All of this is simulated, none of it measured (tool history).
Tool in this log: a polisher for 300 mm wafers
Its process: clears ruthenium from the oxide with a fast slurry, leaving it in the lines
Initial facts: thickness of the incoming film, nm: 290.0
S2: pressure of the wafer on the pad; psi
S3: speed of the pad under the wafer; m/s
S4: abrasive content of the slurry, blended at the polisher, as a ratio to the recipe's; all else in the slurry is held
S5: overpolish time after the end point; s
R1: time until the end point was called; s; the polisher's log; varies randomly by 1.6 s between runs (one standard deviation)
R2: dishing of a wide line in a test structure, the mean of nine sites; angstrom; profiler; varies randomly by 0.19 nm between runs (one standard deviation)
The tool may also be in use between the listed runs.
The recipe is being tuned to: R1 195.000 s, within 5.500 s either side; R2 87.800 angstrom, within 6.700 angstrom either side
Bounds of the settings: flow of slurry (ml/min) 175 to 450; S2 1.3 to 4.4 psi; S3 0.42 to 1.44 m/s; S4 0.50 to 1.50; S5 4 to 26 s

run 1 hour=0.0 | flow_of_slurry_(ml/min)=290 S2=2.8 S3=0.92 S4=1.00 S5=13 | R1=84.100 R2=342.160
run 2 hour=0.7 | flow_of_slurry_(ml/min)=290 S2=2.8 S3=0.80 S4=1.00 S5=13 | R1=93.838 R2=307.020
run 3 hour=7.1 | flow_of_slurry_(ml/min)=290 S2=2.8 S3=0.80 S4=1.00 S5=18 | R1=96.636 R2=391.490
run 4 hour=11.9 | flow_of_slurry_(ml/min)=290 S2=2.8 S3=0.80 S4=0.80 S5=18 | R1=111.860 R2=344.240
run 5 hour=14.5 | flow_of_slurry_(ml/min)=290 S2=2.8 S3=0.70 S4=0.80 S5=18 | R1=129.250 R2=298.670
run 6 hour=19.7 | flow_of_slurry_(ml/min)=295 S2=2.6 S3=0.70 S4=0.80 S5=16 | R1=136.290 R2=268.070
run 7 hour=27.4 | flow_of_slurry_(ml/min)=275 S2=2.5 S3=0.66 S4=0.80 S5=14 | R1=149.420 R2=220.780
run 8 hour=31.5 | flow_of_slurry_(ml/min)=280 S2=2.4 S3=0.64 S4=0.80 S5=12 | R1=163.940 R2=173.880
run 9 hour=37.7 | flow_of_slurry_(ml/min)=280 S2=2.0 S3=0.64 S4=0.80 S5=6 | R1=188.310 R2=77.728
run 10 hour=41.7 | flow_of_slurry_(ml/min)=275 S2=2.0 S3=0.64 S4=0.80 S5=6 | R1=190.280 R2=75.450
run 11 hour=50.3 | flow_of_slurry_(ml/min)=270 S2=2.0 S3=0.64 S4=0.80 S5=6 | R1=190.980 R2=77.313
run 12 hour=53.6 | flow_of_slurry_(ml/min)=265 S2=2.0 S3=0.64 S4=0.80 S5=6 | R1=193.300 R2=79.584
run 13 hour=58.0 | flow_of_slurry_(ml/min)=265 S2=2.0 S3=0.64 S4=0.80 S5=6 | R1=189.730 R2=76.619

Exactly one of the 4 candidate moves below puts every result within its allowed miss. Which one?
run A hour=62.4 | flow_of_slurry_(ml/min)=225 S2=2.2 S3=0.56 S4=0.85 S5=8 | R1=? R2=?
run B hour=62.4 | flow_of_slurry_(ml/min)=295 S2=2.8 S3=0.72 S4=0.55 S5=7 | R1=? R2=?
run C hour=62.4 | flow_of_slurry_(ml/min)=245 S2=1.6 S3=0.72 S4=0.80 S5=9 | R1=? R2=?
run D hour=62.4 | flow_of_slurry_(ml/min)=295 S2=2.8 S3=0.60 S4=0.65 S5=7 | R1=? R2=?

move=A R1=192.320 R2=98.018
move=B R1=192.990 R2=85.810
move=C R1=208.660 R2=101.520
move=D R1=183.210 R2=90.260
A: pushes the last run's worst result past its target
B: hits every target within its allowed miss
C: pushes the last run's worst result past its target
D: the furthest-off result lands on target, but another misses its tolerance
Answer: B
